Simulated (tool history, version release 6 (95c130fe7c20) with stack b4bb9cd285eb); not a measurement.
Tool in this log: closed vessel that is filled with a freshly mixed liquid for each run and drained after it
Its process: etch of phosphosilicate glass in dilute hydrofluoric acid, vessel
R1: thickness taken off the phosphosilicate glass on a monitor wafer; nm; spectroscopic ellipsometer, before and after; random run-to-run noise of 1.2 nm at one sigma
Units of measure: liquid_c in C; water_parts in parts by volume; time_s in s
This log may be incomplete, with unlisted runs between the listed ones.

Run 1, hour 0: liquid_c 24 C, water_parts 190 parts by volume, time_s 245 s. Result: R1 87.658 nm.
Run 2, hour 5.2: liquid_c 24 C, water_parts 160 parts by volume, time_s 245 s. Result: R1 106.56 nm.
Run 3, hour 6.2: liquid_c 24 C, water_parts 160 parts by volume, time_s 260 s. Result: R1 114.62 nm.
Run 4, hour 9: liquid_c 26.5 C, water_parts 150 parts by volume, time_s 260 s. Result: R1 134.74 nm.
Run 5, hour 14.5: liquid_c 28 C, water_parts 145 parts by volume, time_s 260 s. Result: R1 149.31 nm.
Run 6, hour 17.8: liquid_c 25 C, water_parts 145 parts by volume, time_s 260 s. Result: R1 135.48 nm.
Run 7, hour 25: liquid_c 27 C, water_parts 140 parts by volume, time_s 260 s. Result: R1 150.78 nm.

Expected results for the next run?
Run 8, hour 28.6: liquid_c 28.5 C, water_parts 140 parts by volume, time_s 260 s. Result: R1 ?.

{"run 8": {"R1": 159.86}}
